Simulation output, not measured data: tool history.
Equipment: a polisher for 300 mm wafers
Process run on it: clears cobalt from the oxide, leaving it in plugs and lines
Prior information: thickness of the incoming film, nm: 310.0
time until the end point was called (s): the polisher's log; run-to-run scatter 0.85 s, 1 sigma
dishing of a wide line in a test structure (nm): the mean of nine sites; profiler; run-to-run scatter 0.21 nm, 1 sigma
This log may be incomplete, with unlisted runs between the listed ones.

| run | hour | flow of slurry (ml/min) | pressure of the wafer on the pad (kPa) | speed of the pad under the wafer (cm/s) | overpolish time after the end point (s) | time until the end point was called (s) | dishing of a wide line in a test structure (nm) |
|---|---|---|---|---|---|---|---|
| 1 | 0 | 165 | 12.4 | 92 | 12 | 57.343 | 47.508 |
| 2 | 2.2 | 150 | 12.4 | 92 | 12 | 58.706 | 46.911 |
| 3 | 7.9 | 150 | 12.4 | 102 | 12 | 53.866 | 49.327 |
| 4 | 14.8 | 150 | 12.4 | 102 | 17 | 54.214 | 61.738 |
| 5 | 20.2 | 150 | 12.4 | 94 | 17 | 56.227 | 58.975 |
|  | 24.9 | head pressure recalibrated |
| 6 | 24.9 | 150 | 12.4 | 104 | 17 | 58.664 | 60.748 |
| 7 | 31.3 | 140 | 11.7 | 94 | 15 | 65.175 | 50.193 |
| 8 | 39.4 | 160 | 11.7 | 86 | 13 | 69.668 | 44.158 |
| 9 | 43.2 | 150 | 12.4 | 78 | 11 | 70.417 | 38.394 |

For run 10, what comes out?
| 10 | 45.1 | 140 | 13.1 | 72 | 10 | ? | ? |

Run 10 came out at time until the end point was called (s) 70.159, dishing of a wide line in a test structure (nm) 34.662.
